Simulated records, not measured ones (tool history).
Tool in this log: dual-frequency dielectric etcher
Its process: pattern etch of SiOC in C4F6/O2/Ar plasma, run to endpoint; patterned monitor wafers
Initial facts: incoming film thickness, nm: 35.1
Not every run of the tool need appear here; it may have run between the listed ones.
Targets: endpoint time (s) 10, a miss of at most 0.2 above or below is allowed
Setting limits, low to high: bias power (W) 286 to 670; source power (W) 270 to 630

run	hour	bias power (W)	source power (W)	endpoint time (s)
1	0	478	450	11.429
2	6.4	519	460	11.016
3	14.1	519	530	10.38
4	16.6	531	530	10.353
5	23	485	530	10.597
6	27.9	505	540	10.423
7	36.8	519	540	10.323
8	39.4	530	540	10.277

Which one of the following 5 next-run settings gets every result inside its allowed miss? There is exactly one.
A	42	571	490	?
B	42	575	620	?
C	42	499	530	?
D	42	488	600	?
E	42	555	510	?

move	endpoint time (s)
A	10.491
B	9.5134
C	10.532
D	10.069
E	10.401
A: its largest miss is bigger than the last run's
B: takes the biggest miss from the last run beyond its target
C: its largest miss is bigger than the last run's
D: every result lands within tolerance
E: its largest miss is bigger than the last run's
Answer: D
